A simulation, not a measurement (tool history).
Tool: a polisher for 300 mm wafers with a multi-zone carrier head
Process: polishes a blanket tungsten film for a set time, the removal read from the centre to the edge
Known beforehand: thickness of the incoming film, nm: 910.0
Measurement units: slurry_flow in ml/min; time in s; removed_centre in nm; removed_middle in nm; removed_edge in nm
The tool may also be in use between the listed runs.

| run | hour | slurry_flow | centre_zone | middle_zone | edge_zone | slurry_solids | time | removed_centre | removed_middle | removed_edge |
|---|---|---|---|---|---|---|---|---|---|---|
| 1 | 0.0 | 260 | 1.00 | 1.00 | 1.00 | 1.00 | 45 | 257.12 | 262.78 | 258.16 |
| 2 | 7.2 | 260 | 1.00 | 1.08 | 1.00 | 1.00 | 45 | 267.64 | 280.83 | 260.54 |
| 3 | 11.9 | 265 | 1.04 | 1.09 | 1.05 | 1.10 | 45 | 283.07 | 293.83 | 260.78 |
| 4 | 16.2 | 265 | 1.04 | 1.09 | 1.01 | 1.10 | 45 | 282.26 | 291.56 | 266.57 |
| 5 | 16.7 | 265 | 1.04 | 1.13 | 1.01 | 1.10 | 45 | 287.44 | 297.60 | 266.21 |
| 6 | 20.7 | 260 | 1.06 | 1.09 | 0.97 | 1.20 | 46 | 300.11 | 300.52 | 266.56 |
| 7 | 25.9 | 305 | 1.15 | 1.10 | 1.07 | 1.35 | 47 | 344.97 | 322.90 | 295.54 |

Expected results for the next run?
| 8 | 28.2 | 305 | 1.15 | 1.08 | 1.09 | 1.40 | 47 | ? | ? | ? |

{"run 8": {"removed_centre": 343.74, "removed_middle": 315.82, "removed_edge": 296.91}}
